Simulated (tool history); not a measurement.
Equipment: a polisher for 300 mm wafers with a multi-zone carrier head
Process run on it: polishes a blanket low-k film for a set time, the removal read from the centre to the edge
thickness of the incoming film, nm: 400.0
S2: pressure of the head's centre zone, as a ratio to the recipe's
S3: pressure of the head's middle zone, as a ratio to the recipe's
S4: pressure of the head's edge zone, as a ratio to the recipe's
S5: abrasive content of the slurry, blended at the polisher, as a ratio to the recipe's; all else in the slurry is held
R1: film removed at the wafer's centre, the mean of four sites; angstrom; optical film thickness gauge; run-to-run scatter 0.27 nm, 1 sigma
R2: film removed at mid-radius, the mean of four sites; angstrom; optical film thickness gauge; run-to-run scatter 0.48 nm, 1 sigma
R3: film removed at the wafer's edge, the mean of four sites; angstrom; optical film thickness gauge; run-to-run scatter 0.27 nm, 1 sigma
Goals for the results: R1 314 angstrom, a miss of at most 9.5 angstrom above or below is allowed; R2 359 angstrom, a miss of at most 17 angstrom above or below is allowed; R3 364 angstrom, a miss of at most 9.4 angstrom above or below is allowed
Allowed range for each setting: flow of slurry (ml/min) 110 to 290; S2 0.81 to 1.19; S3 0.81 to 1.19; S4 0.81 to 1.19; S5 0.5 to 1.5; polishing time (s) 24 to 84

run 1 day=0 | flow_of_slurry_(ml/min)=185 S2=1 S3=1 S4=1 S5=1 polishing_time_(s)=54 | R1=371.81 R2=367.11 R3=380.16
run 2 day=0.162 | flow_of_slurry_(ml/min)=175 S2=0.97 S3=1.01 S4=1 S5=1 polishing_time_(s)=54 | R1=362.32 R2=376.64 R3=371.26
run 3 day=0.383 | flow_of_slurry_(ml/min)=165 S2=0.94 S3=0.99 S4=1.02 S5=1 polishing_time_(s)=54 | R1=342.8 R2=365.5 R3=379.53
run 4 day=0.425 | flow_of_slurry_(ml/min)=155 S2=0.93 S3=0.99 S4=1.01 S5=1 polishing_time_(s)=54 | R1=333.95 R2=353.83 R3=374.34
run 5 day=0.496 | flow_of_slurry_(ml/min)=155 S2=0.93 S3=0.99 S4=1.01 S5=1.2 polishing_time_(s)=54 | R1=365.17 R2=398.07 R3=408.13
run 6 day=0.75 | flow_of_slurry_(ml/min)=150 S2=0.91 S3=0.98 S4=0.98 S5=1.2 polishing_time_(s)=54 | R1=349.03 R2=393.15 R3=396.28
run 7 day=0.888 | flow_of_slurry_(ml/min)=145 S2=0.9 S3=0.97 S4=0.96 S5=1.2 polishing_time_(s)=54 | R1=355.77 R2=378.9 R3=390.68
run 8 day=0.938 | flow_of_slurry_(ml/min)=130 S2=0.81 S3=1 S4=0.94 S5=1.05 polishing_time_(s)=54 | R1=286.37 R2=355.45 R3=357.2
run 9 day=1.017 | flow_of_slurry_(ml/min)=140 S2=0.82 S3=0.99 S4=0.94 S5=1.05 polishing_time_(s)=54 | R1=297.6 R2=359.44 R3=361.88
run 10 day=1.229 | flow_of_slurry_(ml/min)=140 S2=0.82 S3=0.99 S4=0.94 S5=1.05 polishing_time_(s)=54 | R1=295.39 R2=354.32 R3=367.74
run 11 day=1.525 | flow_of_slurry_(ml/min)=145 S2=0.83 S3=0.99 S4=0.93 S5=1.05 polishing_time_(s)=54 | R1=301.36 R2=366.98 R3=365.69

Of the 4 settings listed for the next run, only one would bring every result within its allowed miss of target. Which one?
run A day=1.821 | flow_of_slurry_(ml/min)=165 S2=0.88 S3=1.01 S4=1.01 S5=1.2 polishing_time_(s)=48 | R1=? R2=? R3=?
run B day=1.821 | flow_of_slurry_(ml/min)=135 S2=0.82 S3=0.94 S4=0.96 S5=1.15 polishing_time_(s)=52 | R1=? R2=? R3=?
run C day=1.821 | flow_of_slurry_(ml/min)=140 S2=0.82 S3=1.08 S4=1.04 S5=0.95 polishing_time_(s)=54 | R1=? R2=? R3=?
run D day=1.821 | flow_of_slurry_(ml/min)=165 S2=0.83 S3=0.99 S4=1.01 S5=0.85 polishing_time_(s)=58 | R1=? R2=? R3=?

move=A R1=308.06 R2=354.77 R3=360.34
move=B R1=289.93 R2=339.78 R3=362.52
move=C R1=277.58 R2=364.97 R3=358.37
move=D R1=295.77 R2=355.42 R3=367.14
A: in spec on every target
B: moves away from the targets compared with the last run
C: moves away from the targets compared with the last run
D: moves away from the targets compared with the last run
Move A is the one to make.
